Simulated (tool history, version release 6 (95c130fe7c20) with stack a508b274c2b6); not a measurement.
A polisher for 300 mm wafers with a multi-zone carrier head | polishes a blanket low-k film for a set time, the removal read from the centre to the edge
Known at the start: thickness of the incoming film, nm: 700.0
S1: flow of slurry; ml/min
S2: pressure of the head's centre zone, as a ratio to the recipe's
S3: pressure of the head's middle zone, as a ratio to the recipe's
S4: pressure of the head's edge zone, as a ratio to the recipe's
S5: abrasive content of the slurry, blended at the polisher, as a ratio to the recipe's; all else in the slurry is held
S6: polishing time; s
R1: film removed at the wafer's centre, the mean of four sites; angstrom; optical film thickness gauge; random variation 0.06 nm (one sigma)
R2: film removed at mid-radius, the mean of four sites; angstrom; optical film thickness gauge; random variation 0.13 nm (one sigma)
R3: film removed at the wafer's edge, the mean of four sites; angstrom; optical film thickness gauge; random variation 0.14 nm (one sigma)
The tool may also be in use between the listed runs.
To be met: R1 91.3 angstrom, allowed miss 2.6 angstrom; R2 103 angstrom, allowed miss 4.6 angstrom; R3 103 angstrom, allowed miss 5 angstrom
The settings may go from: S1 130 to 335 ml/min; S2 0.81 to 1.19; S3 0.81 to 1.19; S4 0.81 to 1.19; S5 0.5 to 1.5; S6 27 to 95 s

| run | hour | S1 | S2 | S3 | S4 | S5 | S6 | R1 | R2 | R3 |
|---|---|---|---|---|---|---|---|---|---|---|
| 1 | 0 | 215 | 1 | 1 | 1 | 1 | 61 | 188.99 | 189.26 | 187.78 |
| 2 | 1.7 | 215 | 1 | 1 | 0.92 | 1 | 61 | 191.66 | 193.81 | 187.56 |
| 3 | 8.8 | 180 | 1 | 1 | 0.92 | 1 | 61 | 184.93 | 188.88 | 183.1 |
| 4 | 14.2 | 180 | 0.98 | 0.99 | 0.92 | 0.9 | 57 | 159.95 | 161.26 | 164.34 |
| 5 | 15.1 | 185 | 0.97 | 1.01 | 0.91 | 0.8 | 54 | 142.25 | 151.87 | 141.08 |
| 6 | 20 | 185 | 1.01 | 1.01 | 0.91 | 0.8 | 54 | 149.01 | 151.92 | 144.7 |
| 7 | 26.6 | 185 | 0.98 | 1 | 0.91 | 0.75 | 52 | 135.66 | 138.64 | 135.12 |
| 8 | 29.4 | 160 | 0.88 | 0.98 | 0.84 | 0.5 | 46 | 81.014 | 91.829 | 89.258 |
| 9 | 30.8 | 175 | 0.88 | 0.98 | 0.86 | 0.5 | 46 | 83.607 | 92.794 | 91.879 |
| 10 | 33.4 | 235 | 0.86 | 1.04 | 0.96 | 0.55 | 46 | 90.972 | 111.39 | 104.01 |
| 11 | 34.6 | 235 | 0.86 | 1.03 | 0.96 | 0.55 | 46 | 89.889 | 108.2 | 104.15 |
| 12 | 41.3 | 235 | 0.89 | 0.98 | 0.94 | 0.55 | 46 | 93.622 | 102.39 | 104.05 |

4 next moves are on the table. One of them brings every result within its allowed miss. Which?
| A | 48 | 185 | 0.93 | 1.03 | 0.99 | 0.6 | 45 | ? | ? | ? |
| B | 48 | 245 | 0.89 | 1 | 0.99 | 0.6 | 42 | ? | ? | ? |
| C | 48 | 250 | 0.93 | 0.96 | 0.94 | 0.5 | 48 | ? | ? | ? |
| D | 48 | 225 | 0.81 | 0.93 | 0.98 | 0.7 | 40 | ? | ? | ? |

| move | R1 | R2 | R3 |
|---|---|---|---|
| A | 98.71 | 107.5 | 108.21 |
| B | 92.386 | 102.14 | 104.3 |
| C | 98.565 | 100.71 | 103.86 |
| D | 86.429 | 99.083 | 107.37 |
A: further off than the last run
B: meets every target
C: further off than the last run
D: takes the result that was furthest off past its target
The right move is B.

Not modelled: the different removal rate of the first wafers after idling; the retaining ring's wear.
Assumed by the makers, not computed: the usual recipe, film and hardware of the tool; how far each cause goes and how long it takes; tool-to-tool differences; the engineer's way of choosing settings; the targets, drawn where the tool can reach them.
